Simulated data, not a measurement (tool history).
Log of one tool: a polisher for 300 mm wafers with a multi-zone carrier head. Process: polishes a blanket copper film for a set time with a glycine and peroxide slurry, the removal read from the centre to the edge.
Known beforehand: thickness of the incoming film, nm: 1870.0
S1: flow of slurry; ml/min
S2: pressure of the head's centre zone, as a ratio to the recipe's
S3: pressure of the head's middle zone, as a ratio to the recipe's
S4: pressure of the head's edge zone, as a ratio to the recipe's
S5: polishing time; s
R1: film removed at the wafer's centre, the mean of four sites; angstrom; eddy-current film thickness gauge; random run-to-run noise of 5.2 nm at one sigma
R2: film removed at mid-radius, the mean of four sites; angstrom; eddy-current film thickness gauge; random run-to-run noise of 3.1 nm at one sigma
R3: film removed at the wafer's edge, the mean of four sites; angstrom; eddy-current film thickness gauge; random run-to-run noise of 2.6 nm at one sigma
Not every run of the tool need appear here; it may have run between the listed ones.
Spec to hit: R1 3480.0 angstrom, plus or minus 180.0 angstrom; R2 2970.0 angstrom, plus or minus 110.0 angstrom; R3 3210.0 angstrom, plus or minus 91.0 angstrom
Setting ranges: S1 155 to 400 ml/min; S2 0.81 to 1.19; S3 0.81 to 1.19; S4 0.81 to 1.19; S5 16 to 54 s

{"run": 1, "hour": 0.0, "S1": 255, "S2": 1.0, "S3": 1.0, "S4": 1.0, "S5": 35, "R1": 2546.2, "R2": 2504.4, "R3": 2671.4}
{"run": 2, "hour": 5.1, "S1": 260, "S2": 1.03, "S3": 1.01, "S4": 1.02, "S5": 36, "R1": 2769.2, "R2": 2598.9, "R3": 2784.5}
{"run": 3, "hour": 12.2, "S1": 265, "S2": 1.04, "S3": 1.02, "S4": 1.04, "S5": 36, "R1": 2766.1, "R2": 2601.1, "R3": 2815.4}
{"run": 4, "hour": 19.2, "S1": 270, "S2": 1.06, "S3": 1.03, "S4": 1.05, "S5": 36, "R1": 2832.6, "R2": 2709.8, "R3": 2811.8}
{"run": 5, "hour": 25.6, "S1": 275, "S2": 1.08, "S3": 1.02, "S4": 1.06, "S5": 36, "R1": 2885.5, "R2": 2643.7, "R3": 2867.5}
{"run": 6, "hour": 30.5, "S1": 280, "S2": 1.1, "S3": 1.03, "S4": 1.07, "S5": 36, "R1": 2921.3, "R2": 2730.3, "R3": 2806.0}
{"run": 7, "hour": 37.7, "S1": 280, "S2": 1.11, "S3": 1.02, "S4": 1.08, "S5": 37, "R1": 3052.5, "R2": 2716.8, "R3": 2933.4}
{"run": 8, "hour": 43.0, "S1": 285, "S2": 1.12, "S3": 1.02, "S4": 1.09, "S5": 37, "R1": 3085.4, "R2": 2729.9, "R3": 2974.3}
{"run": 9, "hour": 49.0, "S1": 290, "S2": 1.13, "S3": 1.02, "S4": 1.1, "S5": 37, "R1": 3145.5, "R2": 2764.1, "R3": 2979.4}

Which of these 4 next moves meets every target?
{"run": "A", "hour": 55.0, "S1": 290, "S2": 1.18, "S3": 1.05, "S4": 1.1, "S5": 42, "R1": "?", "R2": "?", "R3": "?"}
{"run": "B", "hour": 55.0, "S1": 240, "S2": 1.19, "S3": 1.0, "S4": 1.06, "S5": 45, "R1": "?", "R2": "?", "R3": "?"}
{"run": "C", "hour": 55.0, "S1": 300, "S2": 1.19, "S3": 1.05, "S4": 1.09, "S5": 42, "R1": "?", "R2": "?", "R3": "?"}
{"run": "D", "hour": 55.0, "S1": 235, "S2": 1.15, "S3": 1.01, "S4": 1.06, "S5": 41, "R1": "?", "R2": "?", "R3": "?"}

move=A R1=3715.1 R2=3264.1 R3=3438.1
move=B R1=3886.9 R2=3261.3 R3=3543.8
move=C R1=3766.4 R2=3279.3 R3=3434.1
move=D R1=3408.7 R2=2986.9 R3=3220.4
A: pushes the last run's worst result past its target
B: pushes the last run's worst result past its target
C: pushes the last run's worst result past its target
D: meets every target
Answer: D
